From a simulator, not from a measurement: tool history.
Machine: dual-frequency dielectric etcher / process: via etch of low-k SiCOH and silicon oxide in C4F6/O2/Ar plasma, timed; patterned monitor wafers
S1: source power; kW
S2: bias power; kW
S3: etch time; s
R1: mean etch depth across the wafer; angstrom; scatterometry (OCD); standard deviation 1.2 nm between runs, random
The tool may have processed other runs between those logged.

run 1 day=0.000 | S1=0.470 S2=0.189 S3=95.5 | R1=2620.0
run 2 day=0.304 | S1=0.470 S2=0.203 S3=95.5 | R1=2694.8
run 3 day=0.458 | S1=0.500 S2=0.203 S3=95.5 | R1=2760.0
run 4 day=0.800 | S1=0.430 S2=0.203 S3=95.5 | R1=2596.1
run 5 day=0.979 | S1=0.430 S2=0.203 S3=100.0 | R1=2713.8
run 6 day=1.217 | S1=0.470 S2=0.204 S3=100.0 | R1=2818.3
run 7 day=1.333 | S1=0.510 S2=0.205 S3=100.0 | R1=2932.9

Run 8 is up next; what results do you expect?
run 8 day=1.508 | S1=0.530 S2=0.206 S3=100.0 | R1=?

Logged for run 8: R1 2992.0 angstrom.
